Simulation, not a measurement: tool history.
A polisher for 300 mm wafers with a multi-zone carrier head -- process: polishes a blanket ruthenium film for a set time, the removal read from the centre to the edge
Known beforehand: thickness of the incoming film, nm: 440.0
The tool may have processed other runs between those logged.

run  hour  flow of slurry (ml/min)  pressure of the head's centre zone  pressure of the head's middle zone  pressure of the head's edge zone  polishing time (s)  film removed at the wafer's centre (angstrom)  film removed at mid-radius (angstrom)  film removed at the wafer's edge (angstrom)
  1   0.0                      225                                1.00                                1.00                              1.00                  31                                         530.78                                 533.35                                       532.79
  2   2.2                      225                                0.96                                1.00                              1.00                  31                                         508.78                                 534.82                                       527.46
  3   3.7                      225                                0.90                                1.00                              1.00                  31                                         471.74                                 530.06                                       528.03
  4   9.2                      195                                0.90                                1.00                              1.00                  31                                         461.94                                 516.91                                       515.56
  5  17.8                      190                                0.92                                1.00                              0.96                  27                                         414.73                                 457.20                                       439.07
  6  21.3                      190                                0.85                                1.00                              0.96                  27                                         379.13                                 450.55                                       427.48

Forecast run 7:
  7  25.9                      190                                0.87                                0.98                              0.93                  25                                              ?                                      ?                                            ?

Run 7 came out at film removed at the wafer's centre (angstrom) 365.35, film removed at mid-radius (angstrom) 417.89, film removed at the wafer's edge (angstrom) 405.02.
